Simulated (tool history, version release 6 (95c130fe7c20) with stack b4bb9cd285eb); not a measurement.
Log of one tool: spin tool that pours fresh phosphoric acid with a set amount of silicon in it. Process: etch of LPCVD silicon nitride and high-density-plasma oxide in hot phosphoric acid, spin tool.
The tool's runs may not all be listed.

run,hour,temperature setpoint of the liquid (C),silicon dissolved in the acid as it is poured (mg a litre),time under the liquid (s),thickness taken off the LPCVD silicon nitride on a monitor wafer (nm),thickness taken off the high-density-plasma oxide on a monitor wafer (nm)
1,0.0,162.0,15.0,45,3.8899,0.093718
2,3.6,162.0,15.0,60,5.1588,0.177580
3,6.1,162.0,15.0,40,3.4367,0.072367
4,10.8,161.5,14.0,40,3.3675,0.129730
5,13.7,161.5,17.5,40,3.4068,0.108590
6,17.8,161.5,15.5,40,3.4266,0.111470
7,24.4,161.5,16.0,40,3.3858,0.127990
8,30.1,161.5,15.0,40,3.3971,0.129010

Forecast run 9:
9,32.0,161.5,17.0,40,?,?

Run 9 gave thickness taken off the LPCVD silicon nitride on a monitor wafer (nm) 3.4287, thickness taken off the high-density-plasma oxide on a monitor wafer (nm) 0.106540.
